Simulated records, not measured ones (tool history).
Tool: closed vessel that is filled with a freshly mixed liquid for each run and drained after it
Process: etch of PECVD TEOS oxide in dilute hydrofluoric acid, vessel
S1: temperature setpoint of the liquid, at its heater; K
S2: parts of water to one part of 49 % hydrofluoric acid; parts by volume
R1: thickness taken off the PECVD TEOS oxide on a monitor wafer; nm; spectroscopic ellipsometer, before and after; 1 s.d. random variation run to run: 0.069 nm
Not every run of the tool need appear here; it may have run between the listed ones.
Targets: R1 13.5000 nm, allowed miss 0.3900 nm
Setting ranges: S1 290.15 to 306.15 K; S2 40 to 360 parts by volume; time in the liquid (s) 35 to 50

run 1 hour=0.0 | S1=298.15 S2=200 time_in_the_liquid_(s)=50 | R1=4.3938
run 2 hour=7.6 | S1=299.65 S2=200 time_in_the_liquid_(s)=50 | R1=4.6402
run 3 hour=10.4 | S1=300.65 S2=175 time_in_the_liquid_(s)=50 | R1=5.7583
run 4 hour=11.4 | S1=301.65 S2=155 time_in_the_liquid_(s)=50 | R1=6.8376
run 5 hour=13.0 | S1=299.65 S2=155 time_in_the_liquid_(s)=50 | R1=6.3646
run 6 hour=16.4 | S1=300.65 S2=140 time_in_the_liquid_(s)=50 | R1=7.5207
run 7 hour=25.6 | S1=301.65 S2=130 time_in_the_liquid_(s)=50 | R1=8.4445
run 8 hour=27.7 | S1=302.65 S2=120 time_in_the_liquid_(s)=50 | R1=9.5826
run 9 hour=29.0 | S1=303.15 S2=115 time_in_the_liquid_(s)=50 | R1=10.2450
run 10 hour=30.6 | S1=303.65 S2=110 time_in_the_liquid_(s)=50 | R1=11.1240
run 11 hour=32.9 | S1=304.15 S2=110 time_in_the_liquid_(s)=50 | R1=11.2660
run 12 hour=35.2 | S1=304.65 S2=110 time_in_the_liquid_(s)=50 | R1=11.3770
run 13 hour=36.7 | S1=305.15 S2=105 time_in_the_liquid_(s)=50 | R1=12.3110

5 next moves are on the table. One of them brings every result within its allowed miss. Which?
run A hour=38.2 | S1=306.15 S2=70 time_in_the_liquid_(s)=35 | R1=?
run B hour=38.2 | S1=306.15 S2=105 time_in_the_liquid_(s)=50 | R1=?
run C hour=38.2 | S1=306.15 S2=100 time_in_the_liquid_(s)=50 | R1=?
run D hour=38.2 | S1=306.15 S2=95 time_in_the_liquid_(s)=50 | R1=?
run E hour=38.2 | S1=305.65 S2=95 time_in_the_liquid_(s)=50 | R1=?

move=A R1=14.2400
move=B R1=12.7870
move=C R1=13.5370
move=D R1=14.3680
move=E R1=14.1090
A: takes the biggest miss from the last run beyond its target
B: an improvement on the last run, though not all results are within tolerance
C: meets every target
D: takes the biggest miss from the last run beyond its target
E: takes the biggest miss from the last run beyond its target
C meets every target.

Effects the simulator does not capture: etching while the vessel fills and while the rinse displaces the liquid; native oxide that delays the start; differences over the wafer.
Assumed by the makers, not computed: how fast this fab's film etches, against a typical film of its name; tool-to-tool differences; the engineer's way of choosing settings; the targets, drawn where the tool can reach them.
